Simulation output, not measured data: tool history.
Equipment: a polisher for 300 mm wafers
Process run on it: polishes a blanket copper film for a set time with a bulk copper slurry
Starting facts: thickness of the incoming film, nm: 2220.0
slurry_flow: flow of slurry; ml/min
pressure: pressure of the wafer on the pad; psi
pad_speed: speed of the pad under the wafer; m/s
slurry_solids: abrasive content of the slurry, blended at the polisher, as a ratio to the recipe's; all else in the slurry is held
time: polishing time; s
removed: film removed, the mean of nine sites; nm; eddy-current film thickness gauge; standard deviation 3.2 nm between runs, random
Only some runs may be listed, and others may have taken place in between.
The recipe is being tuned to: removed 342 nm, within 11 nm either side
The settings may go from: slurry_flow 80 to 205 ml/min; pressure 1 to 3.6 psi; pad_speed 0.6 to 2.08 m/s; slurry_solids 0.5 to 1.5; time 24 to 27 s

run 1 hour=0 | slurry_flow=135 pressure=2.3 pad_speed=1.34 slurry_solids=1 time=27 | removed=224.28
run 2 hour=2 | slurry_flow=135 pressure=2.3 pad_speed=1.34 slurry_solids=1.2 time=27 | removed=235.05
run 3 hour=7.1 | slurry_flow=135 pressure=2.3 pad_speed=1.22 slurry_solids=1.2 time=27 | removed=212.16
run 4 hour=12.2 | slurry_flow=135 pressure=2.3 pad_speed=1.22 slurry_solids=1 time=27 | removed=209.84
run 5 hour=18 | slurry_flow=135 pressure=1.9 pad_speed=1.22 slurry_solids=1 time=27 | removed=172.14
run 6 hour=21.1 | slurry_flow=140 pressure=2.2 pad_speed=1.22 slurry_solids=1 time=27 | removed=202.28
run 7 hour=29.6 | slurry_flow=150 pressure=2.4 pad_speed=1.22 slurry_solids=1 time=27 | removed=217.19
run 8 hour=35.2 | slurry_flow=150 pressure=2.7 pad_speed=1.22 slurry_solids=1 time=27 | removed=249.71
run 9 hour=38.8 | slurry_flow=150 pressure=2.9 pad_speed=1.22 slurry_solids=1 time=27 | removed=263.88
run 10 hour=44.8 | slurry_flow=150 pressure=2.9 pad_speed=1.22 slurry_solids=1 time=27 | removed=266.8
run 11 hour=52.6 | slurry_flow=150 pressure=3 pad_speed=1.22 slurry_solids=1 time=27 | removed=275.98
run 12 hour=54.1 | slurry_flow=155 pressure=3.1 pad_speed=1.22 slurry_solids=1 time=27 | removed=283.42

Which one of the following 4 next-run settings gets every result inside its allowed miss? There is exactly one.
run A hour=55.6 | slurry_flow=185 pressure=3.2 pad_speed=1.42 slurry_solids=0.85 time=26 | removed=?
run B hour=55.6 | slurry_flow=205 pressure=3.6 pad_speed=1.24 slurry_solids=1.5 time=25 | removed=?
run C hour=55.6 | slurry_flow=140 pressure=3.3 pad_speed=1.28 slurry_solids=1.1 time=27 | removed=?
run D hour=55.6 | slurry_flow=200 pressure=3 pad_speed=1.54 slurry_solids=0.9 time=25 | removed=?

move=A removed=315.57
move=B removed=337.83
move=C removed=311.38
move=D removed=309.92
A: gains on the last run, yet a result remains outside its allowed miss
B: every result within its allowed miss
C: gains on the last run, yet a result remains outside its allowed miss
D: gains on the last run, yet a result remains outside its allowed miss
Correct choice: B, which meets every target

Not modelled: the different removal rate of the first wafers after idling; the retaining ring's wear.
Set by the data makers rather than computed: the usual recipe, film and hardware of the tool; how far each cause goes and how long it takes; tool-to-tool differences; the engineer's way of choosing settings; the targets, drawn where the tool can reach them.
